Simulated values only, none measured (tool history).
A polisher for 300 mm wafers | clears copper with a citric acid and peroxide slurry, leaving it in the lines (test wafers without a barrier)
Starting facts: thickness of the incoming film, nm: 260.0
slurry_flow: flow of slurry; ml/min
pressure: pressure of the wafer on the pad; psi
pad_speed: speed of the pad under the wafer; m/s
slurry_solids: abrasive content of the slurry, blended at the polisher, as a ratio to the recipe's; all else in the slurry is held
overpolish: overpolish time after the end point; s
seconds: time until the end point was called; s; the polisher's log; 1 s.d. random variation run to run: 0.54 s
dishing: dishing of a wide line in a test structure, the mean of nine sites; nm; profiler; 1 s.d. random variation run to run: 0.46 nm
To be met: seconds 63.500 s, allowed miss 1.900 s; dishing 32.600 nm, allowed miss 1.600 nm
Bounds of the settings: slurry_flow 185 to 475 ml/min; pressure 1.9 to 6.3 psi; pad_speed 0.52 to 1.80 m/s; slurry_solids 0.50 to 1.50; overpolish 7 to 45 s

run,day,slurry_flow,pressure,pad_speed,slurry_solids,overpolish,seconds,dishing
1,0.000,305,4.1,1.16,1.00,23,59.873,41.125
2,0.125,305,4.1,1.34,1.00,23,52.453,42.930
3,0.167,305,3.9,1.34,1.00,21,55.090,40.989
4,0.425,305,3.9,1.34,1.10,21,54.741,41.209
5,0.567,305,3.9,1.34,0.95,21,56.241,41.063
6,0.742,305,3.1,1.34,0.95,21,69.243,36.794
7,0.829,310,3.5,1.34,0.95,11,62.948,26.429
8,1.146,310,3.5,1.34,0.95,12,61.891,27.741
9,1.258,310,3.5,1.34,0.95,13,61.761,28.650
10,1.288,310,3.5,1.34,0.95,14,61.349,30.238

Consider the 5 candidate settings below. Which is the only one whose results all fall within their allowed miss of target?
A,1.317,340,3.3,1.42,0.85,12,?,?
B,1.317,280,3.6,1.32,0.75,13,?,?
C,1.317,360,3.4,1.32,0.95,16,?,?
D,1.317,265,3.8,1.20,1.15,13,?,?
E,1.317,465,2.6,1.60,1.00,12,?,?

move,seconds,dishing
A,62.398,26.313
B,63.963,27.388
C,63.440,31.382
D,62.021,28.008
E,66.591,24.972
A: further off than the last run
B: further off than the last run
C: every result lands within tolerance
D: further off than the last run
E: further off than the last run
Go with C: it meets all targets.
